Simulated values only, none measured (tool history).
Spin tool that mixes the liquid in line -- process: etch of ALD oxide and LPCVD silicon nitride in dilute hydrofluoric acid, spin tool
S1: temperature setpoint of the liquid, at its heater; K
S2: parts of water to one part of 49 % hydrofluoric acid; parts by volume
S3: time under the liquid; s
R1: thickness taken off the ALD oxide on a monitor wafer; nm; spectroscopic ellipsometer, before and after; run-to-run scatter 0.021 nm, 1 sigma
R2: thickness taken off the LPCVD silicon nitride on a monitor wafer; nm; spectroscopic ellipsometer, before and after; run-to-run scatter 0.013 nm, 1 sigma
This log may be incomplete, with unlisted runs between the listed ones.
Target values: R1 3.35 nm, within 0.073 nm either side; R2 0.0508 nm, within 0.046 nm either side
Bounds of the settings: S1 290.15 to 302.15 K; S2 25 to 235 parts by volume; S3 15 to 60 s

run	hour	S1	S2	S3	R1	R2
1	0	294.15	130	30	6.4774	0.10921
2	4.4	294.15	130	20	4.3519	0.066426
3	11.8	291.15	130	20	3.8185	0.065994
4	16.7	291.15	130	15	2.8551	0.046761
5	22.6	291.15	165	15	2.1956	0.042751
6	24.8	293.65	165	15	2.4027	0.019319
7	27.6	294.65	160	15	2.5771	0.033456
8	28.8	296.65	160	15	2.7988	0.037229
9	35	300.65	160	15	3.2521	0.07206

Exactly one of the 4 candidate moves below puts every result within its allowed miss. Which one?
A	41.2	298.65	140	15	?	?
B	41.2	299.15	190	20	?	?
C	41.2	302.15	170	15	?	?
D	41.2	296.15	180	20	?	?

move	R1	R2
A	3.55	0.06483
B	3.3517	0.065794
C	3.2061	0.066421
D	3.2002	0.057409
A: takes the result that was furthest off past its target
B: all results in spec
C: the biggest miss grows against the last run
D: the biggest miss grows against the last run
Correct choice: B, which meets every target
